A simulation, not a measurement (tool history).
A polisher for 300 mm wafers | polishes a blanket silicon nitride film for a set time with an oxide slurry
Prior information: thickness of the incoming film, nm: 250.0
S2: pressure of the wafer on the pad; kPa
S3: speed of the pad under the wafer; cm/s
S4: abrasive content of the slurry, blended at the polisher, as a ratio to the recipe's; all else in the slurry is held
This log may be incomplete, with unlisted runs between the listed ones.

{"run": 1, "hour": 0.0, "flow of slurry (ml/min)": 160, "S2": 27.6, "S3": 136, "S4": 1, "polishing time (s)": 38, "film removed (Å)": 281.21}
{"run": 2, "hour": 0.8, "flow of slurry (ml/min)": 160, "S2": 27.6, "S3": 116, "S4": 1, "polishing time (s)": 38, "film removed (Å)": 248.41}
{"run": 3, "hour": 8.4, "flow of slurry (ml/min)": 160, "S2": 32.4, "S3": 116, "S4": 1, "polishing time (s)": 38, "film removed (Å)": 278.94}
{"run": 4, "hour": 17.0, "flow of slurry (ml/min)": 160, "S2": 33.8, "S3": 120, "S4": 1, "polishing time (s)": 38, "film removed (Å)": 296.62}
{"run": 5, "hour": 24.0, "flow of slurry (ml/min)": 180, "S2": 33.8, "S3": 120, "S4": 1, "polishing time (s)": 38, "film removed (Å)": 294.94}
{"run": 6, "hour": 29.6, "flow of slurry (ml/min)": 180, "S2": 33.8, "S3": 140, "S4": 1, "polishing time (s)": 38, "film removed (Å)": 336.46}
{"run": 7, "hour": 38.6, "flow of slurry (ml/min)": 180, "S2": 35.2, "S3": 142, "S4": 1, "polishing time (s)": 38, "film removed (Å)": 350.16}
{"run": 8, "hour": 39.9, "flow of slurry (ml/min)": 180, "S2": 36.5, "S3": 144, "S4": 1, "polishing time (s)": 38, "film removed (Å)": 359.37}
{"run": 9, "hour": 47.7, "flow of slurry (ml/min)": 180, "S2": 37.2, "S3": 146, "S4": 1, "polishing time (s)": 38, "film removed (Å)": 367.2}

Run 10 comes next. What will it give?
{"run": 10, "hour": 49.3, "flow of slurry (ml/min)": 180, "S2": 37.9, "S3": 148, "S4": 1, "polishing time (s)": 38, "film removed (Å)": "?"}

Run 10 came out at film removed (Å) 383.16.

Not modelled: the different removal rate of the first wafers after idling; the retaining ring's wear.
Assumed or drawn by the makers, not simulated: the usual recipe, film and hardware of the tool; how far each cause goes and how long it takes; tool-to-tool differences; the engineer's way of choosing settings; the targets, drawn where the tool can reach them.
